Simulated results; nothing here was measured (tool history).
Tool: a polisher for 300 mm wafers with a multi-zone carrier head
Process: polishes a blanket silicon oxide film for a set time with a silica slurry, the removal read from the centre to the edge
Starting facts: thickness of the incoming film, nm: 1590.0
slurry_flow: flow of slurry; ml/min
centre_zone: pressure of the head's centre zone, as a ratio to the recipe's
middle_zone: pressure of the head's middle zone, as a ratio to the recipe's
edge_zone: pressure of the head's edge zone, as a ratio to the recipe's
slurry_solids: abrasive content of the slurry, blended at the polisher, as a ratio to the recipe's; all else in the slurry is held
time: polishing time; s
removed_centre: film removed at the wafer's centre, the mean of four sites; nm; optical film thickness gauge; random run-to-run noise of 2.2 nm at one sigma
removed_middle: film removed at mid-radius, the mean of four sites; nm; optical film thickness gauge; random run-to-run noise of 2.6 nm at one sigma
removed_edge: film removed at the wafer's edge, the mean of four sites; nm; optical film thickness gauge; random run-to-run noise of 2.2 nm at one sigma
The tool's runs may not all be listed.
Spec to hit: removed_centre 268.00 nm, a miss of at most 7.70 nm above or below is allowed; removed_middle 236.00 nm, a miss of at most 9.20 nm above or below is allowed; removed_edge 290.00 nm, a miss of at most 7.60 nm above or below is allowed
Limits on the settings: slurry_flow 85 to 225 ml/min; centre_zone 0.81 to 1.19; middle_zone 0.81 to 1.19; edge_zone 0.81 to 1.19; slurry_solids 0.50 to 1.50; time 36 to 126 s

Run 1, day 0.000: slurry_flow 145 ml/min, centre_zone 1.00, middle_zone 1.00, edge_zone 1.00, slurry_solids 1.00, time 81 s. Result: removed_centre 231.80 nm, removed_middle 233.61 nm, removed_edge 241.34 nm.
Run 2, day 0.200: slurry_flow 145 ml/min, centre_zone 1.00, middle_zone 1.00, edge_zone 1.00, slurry_solids 1.00, time 62 s. Result: removed_centre 179.21 nm, removed_middle 183.50 nm, removed_edge 184.34 nm.
Run 3, day 0.388: slurry_flow 145 ml/min, centre_zone 0.97, middle_zone 1.00, edge_zone 1.00, slurry_solids 1.00, time 62 s. Result: removed_centre 172.49 nm, removed_middle 178.03 nm, removed_edge 183.96 nm.
Run 4, day 0.625: slurry_flow 145 ml/min, centre_zone 0.97, middle_zone 1.00, edge_zone 1.00, slurry_solids 1.00, time 53 s. Result: removed_centre 147.45 nm, removed_middle 154.45 nm, removed_edge 156.04 nm.
Run 5, day 0.854: slurry_flow 145 ml/min, centre_zone 0.99, middle_zone 0.98, edge_zone 1.03, slurry_solids 1.10, time 57 s. Result: removed_centre 172.42 nm, removed_middle 170.33 nm, removed_edge 184.64 nm.
Run 6, day 1.000: slurry_flow 150 ml/min, centre_zone 1.01, middle_zone 0.99, edge_zone 1.06, slurry_solids 1.20, time 58 s. Result: removed_centre 190.33 nm, removed_middle 183.60 nm, removed_edge 195.27 nm.
Run 7, day 1.183: slurry_flow 150 ml/min, centre_zone 1.01, middle_zone 0.99, edge_zone 1.06, slurry_solids 1.20, time 58 s. Result: removed_centre 186.60 nm, removed_middle 185.91 nm, removed_edge 196.15 nm.
Run 8, day 1.462: slurry_flow 150 ml/min, centre_zone 1.02, middle_zone 0.97, edge_zone 1.08, slurry_solids 1.25, time 60 s. Result: removed_centre 200.27 nm, removed_middle 188.85 nm, removed_edge 210.76 nm.
Run 9, day 1.662: slurry_flow 150 ml/min, centre_zone 1.02, middle_zone 0.97, edge_zone 1.08, slurry_solids 1.25, time 60 s. Result: removed_centre 200.71 nm, removed_middle 196.79 nm, removed_edge 210.95 nm.
Run 10, day 1.888: slurry_flow 155 ml/min, centre_zone 1.03, middle_zone 0.94, edge_zone 1.10, slurry_solids 1.30, time 61 s. Result: removed_centre 208.77 nm, removed_middle 194.78 nm, removed_edge 219.98 nm.
Run 11, day 2.125: slurry_flow 155 ml/min, centre_zone 1.03, middle_zone 0.94, edge_zone 1.10, slurry_solids 1.30, time 61 s. Result: removed_centre 209.42 nm, removed_middle 199.56 nm, removed_edge 221.56 nm.
Run 12, day 2.258: slurry_flow 155 ml/min, centre_zone 1.04, middle_zone 0.92, edge_zone 1.12, slurry_solids 1.35, time 63 s. Result: removed_centre 222.24 nm, removed_middle 199.44 nm, removed_edge 231.40 nm.
Run 13, day 2.458: slurry_flow 160 ml/min, centre_zone 1.04, middle_zone 0.91, edge_zone 1.13, slurry_solids 1.40, time 65 s. Result: removed_centre 234.88 nm, removed_middle 208.36 nm, removed_edge 245.64 nm.

Pick the move, out of 5, that brings all results within their allowed miss; only one does.
Run A, day 2.658: slurry_flow 140 ml/min, centre_zone 1.05, middle_zone 0.91, edge_zone 1.19, slurry_solids 1.50, time 73 s. Result: removed_centre ?, removed_middle ?, removed_edge ?.
Run B, day 2.658: slurry_flow 170 ml/min, centre_zone 0.88, middle_zone 1.00, edge_zone 1.11, slurry_solids 1.45, time 70 s. Result: removed_centre ?, removed_middle ?, removed_edge ?.
Run C, day 2.658: slurry_flow 145 ml/min, centre_zone 1.17, middle_zone 0.89, edge_zone 1.12, slurry_solids 1.35, time 63 s. Result: removed_centre ?, removed_middle ?, removed_edge ?.
Run D, day 2.658: slurry_flow 165 ml/min, centre_zone 1.02, middle_zone 0.95, edge_zone 1.17, slurry_solids 1.40, time 58 s. Result: removed_centre ?, removed_middle ?, removed_edge ?.
Run E, day 2.658: slurry_flow 170 ml/min, centre_zone 1.05, middle_zone 1.03, edge_zone 1.15, slurry_solids 1.45, time 67 s. Result: removed_centre ?, removed_middle ?, removed_edge ?.

move  removed_centre  removed_middle  removed_edge
   A          267.64          237.02        291.43
   B          218.89          249.82        271.02
   C          247.57          192.81        233.84
   D          206.25          194.30        226.72
   E          250.38          244.94        264.05
A: meets every target
B: its largest miss is bigger than the last run's
C: its largest miss is bigger than the last run's
D: its largest miss is bigger than the last run's
E: an improvement on the last run, though not all results are within tolerance
A is the move that brings every result within its allowed miss.
